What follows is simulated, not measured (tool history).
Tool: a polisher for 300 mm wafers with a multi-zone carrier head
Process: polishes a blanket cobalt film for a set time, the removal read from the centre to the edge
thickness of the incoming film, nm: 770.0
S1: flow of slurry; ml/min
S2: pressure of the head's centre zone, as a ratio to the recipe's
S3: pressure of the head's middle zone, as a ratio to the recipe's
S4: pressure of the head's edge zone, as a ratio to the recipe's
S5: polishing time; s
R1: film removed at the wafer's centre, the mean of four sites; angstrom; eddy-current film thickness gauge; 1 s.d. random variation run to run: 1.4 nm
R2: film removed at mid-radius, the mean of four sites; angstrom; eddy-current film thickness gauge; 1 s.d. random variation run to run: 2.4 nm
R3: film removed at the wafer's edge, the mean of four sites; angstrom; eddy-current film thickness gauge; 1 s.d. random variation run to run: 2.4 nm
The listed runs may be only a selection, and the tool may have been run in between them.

Run 1, hour 0: S1 220 ml/min, S2 1, S3 1, S4 1, S5 55 s. Result: R1 2481.4 angstrom, R2 2540.4 angstrom, R3 2588.8 angstrom.
Run 2, hour 1: S1 220 ml/min, S2 1, S3 1, S4 1.06, S5 55 s. Result: R1 2482.4 angstrom, R2 2573.9 angstrom, R3 2594.7 angstrom.
Run 3, hour 7.8: S1 225 ml/min, S2 1.02, S3 0.99, S4 1.06, S5 51 s. Result: R1 2350.2 angstrom, R2 2390 angstrom, R3 2442.7 angstrom.
Run 4, hour 9: S1 220 ml/min, S2 1.04, S3 0.98, S4 1.04, S5 48 s. Result: R1 2231.7 angstrom, R2 2211.1 angstrom, R3 2274.8 angstrom.
Run 5, hour 11.8: S1 220 ml/min, S2 1, S3 0.98, S4 1.04, S5 48 s. Result: R1 2163.2 angstrom, R2 2258.6 angstrom, R3 2251.7 angstrom.
Run 6, hour 12.4: S1 220 ml/min, S2 1, S3 0.98, S4 0.99, S5 48 s. Result: R1 2168.4 angstrom, R2 2226.3 angstrom, R3 2258.9 angstrom.
Run 7, hour 20.4: S1 215 ml/min, S2 1.02, S3 0.97, S4 0.98, S5 46 s. Result: R1 2112.9 angstrom, R2 2142.1 angstrom, R3 2082.5 angstrom.
Run 8, hour 21.2: S1 210 ml/min, S2 1.03, S3 0.94, S4 0.99, S5 45 s. Result: R1 2052.3 angstrom, R2 1964.5 angstrom, R3 2080.4 angstrom.
Run 9, hour 24.9: S1 205 ml/min, S2 1.04, S3 0.94, S4 0.97, S5 44 s. Result: R1 2029.3 angstrom, R2 1934.6 angstrom, R3 2047.2 angstrom.
Run 10, hour 31.2: S1 215 ml/min, S2 1.08, S3 0.88, S4 0.87, S5 38 s. Result: R1 1864.1 angstrom, R2 1622.4 angstrom, R3 1704.8 angstrom.

Estimate the outcome of run 11 from the log above:
Run 11, hour 36.5: S1 220 ml/min, S2 1.08, S3 0.88, S4 0.89, S5 38 s. Result: R1 ?, R2 ?, R3 ?.

R1: 1858.5 angstrom
R2: 1620.7 angstrom
R3: 1718.9 angstrom
